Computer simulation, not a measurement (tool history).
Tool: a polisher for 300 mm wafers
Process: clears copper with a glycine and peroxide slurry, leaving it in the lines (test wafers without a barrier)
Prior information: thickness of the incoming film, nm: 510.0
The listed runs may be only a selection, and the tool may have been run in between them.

| run | hour | flow of slurry (ml/min) | pressure of the wafer on the pad (kPa) | speed of the pad under the wafer (m/s) | overpolish time after the end point (s) | time until the end point was called (s) | dishing of a wide line in a test structure (angstrom) |
|---|---|---|---|---|---|---|---|
| 1 | 0.0 | 285 | 15.2 | 1.04 | 18 | 118.78 | 275.39 |
| 2 | 1.8 | 215 | 15.2 | 1.04 | 18 | 132.57 | 280.55 |
| 3 | 9.0 | 210 | 13.8 | 1.02 | 18 | 137.78 | 255.25 |
| 4 | 13.6 | 265 | 13.8 | 1.02 | 18 | 132.79 | 261.80 |
| 5 | 18.9 | 260 | 12.4 | 0.98 | 19 | 147.75 | 264.66 |
|  | 23.1 | slurry nozzle cleaned |
| 6 | 23.1 | 255 | 11.0 | 0.96 | 19 | 156.13 | 257.95 |
| 7 | 23.7 | 250 | 10.3 | 0.94 | 19 | 163.64 | 238.07 |
| 8 | 28.5 | 245 | 9.7 | 0.92 | 20 | 172.65 | 255.54 |
| 9 | 31.4 | 240 | 9.0 | 0.90 | 20 | 187.25 | 250.85 |
| 10 | 34.9 | 235 | 9.0 | 0.90 | 20 | 184.96 | 241.56 |
| 11 | 42.0 | 230 | 9.0 | 0.90 | 20 | 185.66 | 243.31 |
| 12 | 46.1 | 225 | 9.0 | 0.90 | 20 | 189.61 | 246.43 |

Run 13 is up next; what results do you expect?
| 13 | 48.0 | 220 | 9.0 | 0.90 | 20 | ? | ? |

{"run 13": {"time until the end point was called (s)": 187.49, "dishing of a wide line in a test structure (angstrom)": 242.18}}

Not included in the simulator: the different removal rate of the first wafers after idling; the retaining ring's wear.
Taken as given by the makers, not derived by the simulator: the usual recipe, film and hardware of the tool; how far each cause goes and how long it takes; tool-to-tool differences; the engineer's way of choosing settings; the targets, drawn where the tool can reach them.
